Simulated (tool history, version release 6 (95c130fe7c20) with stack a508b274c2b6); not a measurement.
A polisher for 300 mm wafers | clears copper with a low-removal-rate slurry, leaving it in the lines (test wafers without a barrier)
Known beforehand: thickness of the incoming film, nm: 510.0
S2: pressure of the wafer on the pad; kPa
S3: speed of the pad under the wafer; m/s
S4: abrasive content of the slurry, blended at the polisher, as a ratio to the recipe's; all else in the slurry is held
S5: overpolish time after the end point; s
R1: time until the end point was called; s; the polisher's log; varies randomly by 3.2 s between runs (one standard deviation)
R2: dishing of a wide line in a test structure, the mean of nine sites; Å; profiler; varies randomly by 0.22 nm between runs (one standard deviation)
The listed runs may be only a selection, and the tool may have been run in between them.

{"run": 1, "hour": 0.0, "flow of slurry (ml/min)": 205, "S2": 22.8, "S3": 1.42, "S4": 1, "S5": 12, "R1": 128.71, "R2": 322.03}
{"run": 2, "hour": 8.8, "flow of slurry (ml/min)": 205, "S2": 20.7, "S3": 1.42, "S4": 1, "S5": 10, "R1": 136.36, "R2": 262.35}
{"run": 3, "hour": 13.6, "flow of slurry (ml/min)": 205, "S2": 20.7, "S3": 1.12, "S4": 1, "S5": 10, "R1": 165.07, "R2": 232.12}
{"run": 4, "hour": 22.0, "flow of slurry (ml/min)": 195, "S2": 19.3, "S3": 1.22, "S4": 0.95, "S5": 8, "R1": 166.07, "R2": 180.87}
{"run": 5, "hour": 24.7, "flow of slurry (ml/min)": 195, "S2": 19.3, "S3": 1.06, "S4": 0.95, "S5": 8, "R1": 173.66, "R2": 161.03}
{"run": 6, "hour": 31.8, "flow of slurry (ml/min)": 190, "S2": 20, "S3": 1.06, "S4": 0.9, "S5": 8, "R1": 180.08, "R2": 166.75}
{"run": 7, "hour": 38.7, "flow of slurry (ml/min)": 190, "S2": 20, "S3": 1.08, "S4": 0.9, "S5": 7, "R1": 176.92, "R2": 149.21}
{"run": 8, "hour": 45.9, "flow of slurry (ml/min)": 190, "S2": 20.7, "S3": 1.08, "S4": 0.9, "S5": 7, "R1": 176.46, "R2": 148.51}
{"run": 9, "hour": 47.5, "flow of slurry (ml/min)": 190, "S2": 21.4, "S3": 1.08, "S4": 0.9, "S5": 7, "R1": 163.23, "R2": 156.77}

Expected results for the next run?
{"run": 10, "hour": 51.9, "flow of slurry (ml/min)": 185, "S2": 21.4, "S3": 1.08, "S4": 0.9, "S5": 7, "R1": "?", "R2": "?"}

Run 10 yielded R1 171.16 s, R2 159 Å.

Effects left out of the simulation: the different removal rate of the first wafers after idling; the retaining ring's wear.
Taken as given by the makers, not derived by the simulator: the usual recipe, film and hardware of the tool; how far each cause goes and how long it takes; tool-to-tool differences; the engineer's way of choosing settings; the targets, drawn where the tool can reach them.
